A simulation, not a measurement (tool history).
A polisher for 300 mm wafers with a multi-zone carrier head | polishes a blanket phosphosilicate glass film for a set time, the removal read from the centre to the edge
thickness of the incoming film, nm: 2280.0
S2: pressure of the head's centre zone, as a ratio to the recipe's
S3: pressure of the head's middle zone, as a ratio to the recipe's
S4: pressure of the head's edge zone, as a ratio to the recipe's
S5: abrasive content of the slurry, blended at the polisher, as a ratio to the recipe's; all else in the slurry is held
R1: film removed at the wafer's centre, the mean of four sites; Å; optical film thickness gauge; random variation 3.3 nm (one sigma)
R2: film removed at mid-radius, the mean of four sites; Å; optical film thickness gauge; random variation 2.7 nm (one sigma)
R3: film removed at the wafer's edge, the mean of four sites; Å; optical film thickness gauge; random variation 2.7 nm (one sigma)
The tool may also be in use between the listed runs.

{"run": 1, "hour": 0.0, "flow of slurry (ml/min)": 190, "S2": 1, "S3": 1, "S4": 1, "S5": 1, "polishing time (s)": 54, "R1": 3192.7, "R2": 3238.7, "R3": 3203.1}
{"run": 2, "hour": 4.2, "flow of slurry (ml/min)": 190, "S2": 1, "S3": 0.98, "S4": 0.98, "S5": 0.9, "polishing time (s)": 53, "R1": 2958.1, "R2": 2901.5, "R3": 3019.8}
{"run": 3, "hour": 4.9, "flow of slurry (ml/min)": 190, "S2": 1.01, "S3": 0.99, "S4": 0.96, "S5": 0.8, "polishing time (s)": 51, "R1": 2694.1, "R2": 2664.5, "R3": 2622.6}
{"run": 4, "hour": 6.6, "flow of slurry (ml/min)": 160, "S2": 1.01, "S3": 0.99, "S4": 0.96, "S5": 0.8, "polishing time (s)": 51, "R1": 2606.5, "R2": 2688.8, "R3": 2600.3}
{"run": 5, "hour": 8.7, "flow of slurry (ml/min)": 160, "S2": 1.01, "S3": 0.97, "S4": 0.95, "S5": 0.75, "polishing time (s)": 51, "R1": 2461.8, "R2": 2450.1, "R3": 2556.9}
{"run": 6, "hour": 17.1, "flow of slurry (ml/min)": 160, "S2": 1.02, "S3": 0.97, "S4": 0.93, "S5": 0.7, "polishing time (s)": 51, "R1": 2451.5, "R2": 2321.8, "R3": 2387.4}
{"run": 7, "hour": 23.9, "flow of slurry (ml/min)": 155, "S2": 1.01, "S3": 0.97, "S4": 0.91, "S5": 0.7, "polishing time (s)": 51, "R1": 2401.5, "R2": 2302.3, "R3": 2342.4}
{"run": 8, "hour": 28.7, "flow of slurry (ml/min)": 150, "S2": 1, "S3": 0.97, "S4": 0.9, "S5": 0.7, "polishing time (s)": 51, "R1": 2413.7, "R2": 2338.5, "R3": 2357.9}
{"run": 9, "hour": 33.7, "flow of slurry (ml/min)": 150, "S2": 0.99, "S3": 0.97, "S4": 0.89, "S5": 0.7, "polishing time (s)": 51, "R1": 2435, "R2": 2396.9, "R3": 2376.9}
{"run": 10, "hour": 40.5, "flow of slurry (ml/min)": 145, "S2": 0.99, "S3": 0.97, "S4": 0.89, "S5": 0.7, "polishing time (s)": 51, "R1": 2378, "R2": 2316.4, "R3": 2315.8}

Forecast run 11:
{"run": 11, "hour": 47.7, "flow of slurry (ml/min)": 140, "S2": 0.98, "S3": 0.97, "S4": 0.88, "S5": 0.7, "polishing time (s)": 51, "R1": "?", "R2": "?", "R3": "?"}

Run 11 gave R1 2310.2 Å, R2 2298.2 Å, R3 2334.4 Å.
